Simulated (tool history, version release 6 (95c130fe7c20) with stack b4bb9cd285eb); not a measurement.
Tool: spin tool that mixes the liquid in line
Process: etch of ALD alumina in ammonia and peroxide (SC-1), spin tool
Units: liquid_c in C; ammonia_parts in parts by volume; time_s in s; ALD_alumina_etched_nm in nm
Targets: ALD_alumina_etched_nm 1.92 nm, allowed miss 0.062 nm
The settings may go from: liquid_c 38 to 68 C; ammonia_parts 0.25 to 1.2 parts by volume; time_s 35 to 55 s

{"run": 1, "hour": 0.0, "liquid_c": 52, "ammonia_parts": 0.95, "time_s": 55, "ALD_alumina_etched_nm": 3.3094}
{"run": 2, "hour": 5.9, "liquid_c": 57, "ammonia_parts": 0.95, "time_s": 55, "ALD_alumina_etched_nm": 4.4041}
{"run": 3, "hour": 13.5, "liquid_c": 57, "ammonia_parts": 1.2, "time_s": 55, "ALD_alumina_etched_nm": 4.4487}
{"run": 4, "hour": 21.3, "liquid_c": 54.5, "ammonia_parts": 1.2, "time_s": 55, "ALD_alumina_etched_nm": 3.9096}
{"run": 5, "hour": 22.4, "liquid_c": 54.5, "ammonia_parts": 1.2, "time_s": 55, "ALD_alumina_etched_nm": 3.8681}
{"run": 6, "hour": 27.8, "liquid_c": 54.5, "ammonia_parts": 0.95, "time_s": 55, "ALD_alumina_etched_nm": 3.7518}
{"run": 7, "hour": 34.6, "liquid_c": 52.5, "ammonia_parts": 0.95, "time_s": 55, "ALD_alumina_etched_nm": 3.487}
{"run": 8, "hour": 35.7, "liquid_c": 50.5, "ammonia_parts": 0.95, "time_s": 55, "ALD_alumina_etched_nm": 3.1199}
{"run": 9, "hour": 42.1, "liquid_c": 49, "ammonia_parts": 0.95, "time_s": 55, "ALD_alumina_etched_nm": 2.8433}
{"run": 10, "hour": 44.4, "liquid_c": 48, "ammonia_parts": 0.95, "time_s": 55, "ALD_alumina_etched_nm": 2.692}
{"run": 11, "hour": 45.4, "liquid_c": 47, "ammonia_parts": 0.95, "time_s": 55, "ALD_alumina_etched_nm": 2.5787}
{"run": 12, "hour": 46.1, "liquid_c": 46, "ammonia_parts": 0.95, "time_s": 55, "ALD_alumina_etched_nm": 2.3934}
{"run": 13, "hour": 50.4, "liquid_c": 45.5, "ammonia_parts": 0.95, "time_s": 55, "ALD_alumina_etched_nm": 2.3791}
{"run": 14, "hour": 58.2, "liquid_c": 45, "ammonia_parts": 0.95, "time_s": 55, "ALD_alumina_etched_nm": 2.2746}

5 next moves are on the table. One of them brings every result within its allowed miss. Which?
{"run": "A", "hour": 66.0, "liquid_c": 48.5, "ammonia_parts": 1.2, "time_s": 55, "ALD_alumina_etched_nm": "?"}
{"run": "B", "hour": 66.0, "liquid_c": 49.5, "ammonia_parts": 1.2, "time_s": 55, "ALD_alumina_etched_nm": "?"}
{"run": "C", "hour": 66.0, "liquid_c": 50.5, "ammonia_parts": 0.8, "time_s": 35, "ALD_alumina_etched_nm": "?"}
{"run": "D", "hour": 66.0, "liquid_c": 46.5, "ammonia_parts": 0.95, "time_s": 55, "ALD_alumina_etched_nm": "?"}
{"run": "E", "hour": 66.0, "liquid_c": 49, "ammonia_parts": 1.05, "time_s": 55, "ALD_alumina_etched_nm": "?"}

move=A ALD_alumina_etched_nm=2.8352
move=B ALD_alumina_etched_nm=2.9966
move=C ALD_alumina_etched_nm=1.9382
move=D ALD_alumina_etched_nm=2.4791
move=E ALD_alumina_etched_nm=2.8779
A: further off than the last run
B: further off than the last run
C: meets every target
D: further off than the last run
E: further off than the last run
The right move is C.
